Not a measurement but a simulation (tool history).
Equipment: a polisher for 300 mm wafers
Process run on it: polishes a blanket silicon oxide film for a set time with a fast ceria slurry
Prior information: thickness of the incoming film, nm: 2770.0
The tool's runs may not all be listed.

run	day	flow of slurry (ml/min)	pressure of the wafer on the pad (psi)	speed of the pad under the wafer (m/s)	polishing time (s)	film removed (angstrom)
1	0	165	3	0.88	86	11138
2	0.317	190	3	0.88	86	11311
3	0.396	190	3	0.68	86	8849.2
4	0.746	190	3	0.52	86	6883.2
5	0.988	190	3	0.52	90	7203.7
6	1.242	195	3.2	0.52	90	7562.3
7	1.371	195	3.4	0.54	90	8363.4
# day 1.725: slurry nozzle cleaned
8	1.725	200	3.5	0.54	90	8956.5
9	1.933	205	3.6	0.54	90	9194.7
10	2.017	210	3.7	0.54	90	9506.8

Run 11, settings as shown, results not yet in. Your forecast:
11	2.167	215	3.8	0.54	90	?

{"run 11": {"film removed (angstrom)": 9701.9}}

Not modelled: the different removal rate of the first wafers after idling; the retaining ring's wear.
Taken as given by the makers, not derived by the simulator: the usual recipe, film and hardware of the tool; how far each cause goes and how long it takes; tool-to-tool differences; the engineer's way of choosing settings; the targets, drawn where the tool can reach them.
